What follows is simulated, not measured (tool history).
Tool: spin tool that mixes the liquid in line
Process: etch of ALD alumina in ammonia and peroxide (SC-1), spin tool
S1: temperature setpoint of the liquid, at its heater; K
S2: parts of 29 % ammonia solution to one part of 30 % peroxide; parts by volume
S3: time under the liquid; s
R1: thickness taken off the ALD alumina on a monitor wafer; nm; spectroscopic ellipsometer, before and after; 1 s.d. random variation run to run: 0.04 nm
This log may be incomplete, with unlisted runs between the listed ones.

| run | hour | S1 | S2 | S3 | R1 |
|---|---|---|---|---|---|
| 1 | 0 | 332.15 | 0.4 | 110 | 17.587 |
| 2 | 7.6 | 332.15 | 0.45 | 110 | 17.789 |
| 3 | 10.5 | 330.15 | 0.45 | 110 | 16.081 |
| 4 | 12.7 | 328.65 | 0.45 | 110 | 14.87 |
| 5 | 13.3 | 328.65 | 0.3 | 110 | 14.114 |
| 6 | 14.9 | 328.65 | 0.2 | 110 | 13.708 |

What will run 7 give?
| 7 | 17 | 328.15 | 0.2 | 110 | ? |

R1: 13.371 nm

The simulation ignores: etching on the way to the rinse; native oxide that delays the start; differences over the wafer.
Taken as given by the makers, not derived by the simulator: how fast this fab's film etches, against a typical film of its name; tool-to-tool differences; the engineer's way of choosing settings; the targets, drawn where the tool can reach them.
